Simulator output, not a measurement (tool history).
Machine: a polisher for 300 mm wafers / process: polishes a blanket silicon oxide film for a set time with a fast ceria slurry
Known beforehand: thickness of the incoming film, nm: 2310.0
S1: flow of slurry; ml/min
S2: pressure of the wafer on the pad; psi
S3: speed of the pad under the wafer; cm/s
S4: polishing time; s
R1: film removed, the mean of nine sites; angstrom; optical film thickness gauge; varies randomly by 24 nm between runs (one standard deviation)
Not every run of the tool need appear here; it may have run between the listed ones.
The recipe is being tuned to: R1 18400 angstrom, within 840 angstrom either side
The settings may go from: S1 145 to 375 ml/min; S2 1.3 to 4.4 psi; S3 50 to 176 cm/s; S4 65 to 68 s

run 1 day=0 | S1=240 S2=2.8 S3=112 S4=65 | R1=13041
run 2 day=0.342 | S1=240 S2=3 S3=112 S4=65 | R1=14085
run 3 day=0.512 | S1=210 S2=3 S3=112 S4=65 | R1=14124
run 4 day=0.738 | S1=210 S2=3.2 S3=112 S4=65 | R1=14719
run 5 day=0.938 | S1=210 S2=3.2 S3=86 S4=65 | R1=11839
run 6 day=1.112 | S1=250 S2=3.2 S3=86 S4=65 | R1=11724
run 7 day=1.154 | S1=250 S2=3.5 S3=88 S4=65 | R1=13181
run 8 day=1.479 | S1=250 S2=3.7 S3=90 S4=65 | R1=13712
run 9 day=1.512 | S1=250 S2=3.9 S3=94 S4=65 | R1=15229
run 10 day=1.812 | S1=250 S2=4 S3=96 S4=65 | R1=16245
run 11 day=2.188 | S1=250 S2=4.1 S3=96 S4=65 | R1=16911

5 next moves are on the table. One of them brings every result within its allowed miss. Which?
run A day=2.562 | S1=240 S2=4.2 S3=120 S4=65 | R1=?
run B day=2.562 | S1=225 S2=4.2 S3=108 S4=68 | R1=?
run C day=2.562 | S1=255 S2=4.4 S3=96 S4=66 | R1=?
run D day=2.562 | S1=145 S2=3.4 S3=116 S4=68 | R1=?
run E day=2.562 | S1=275 S2=4.4 S3=106 S4=68 | R1=?

move=A R1=21189
move=B R1=19888
move=C R1=18243
move=D R1=16496
move=E R1=20825
A: carries the result that was furthest off beyond its target, to the other side
B: carries the result that was furthest off beyond its target, to the other side
C: every result within its allowed miss
D: the biggest miss grows against the last run
E: carries the result that was furthest off beyond its target, to the other side
C is the move that brings every result within its allowed miss.

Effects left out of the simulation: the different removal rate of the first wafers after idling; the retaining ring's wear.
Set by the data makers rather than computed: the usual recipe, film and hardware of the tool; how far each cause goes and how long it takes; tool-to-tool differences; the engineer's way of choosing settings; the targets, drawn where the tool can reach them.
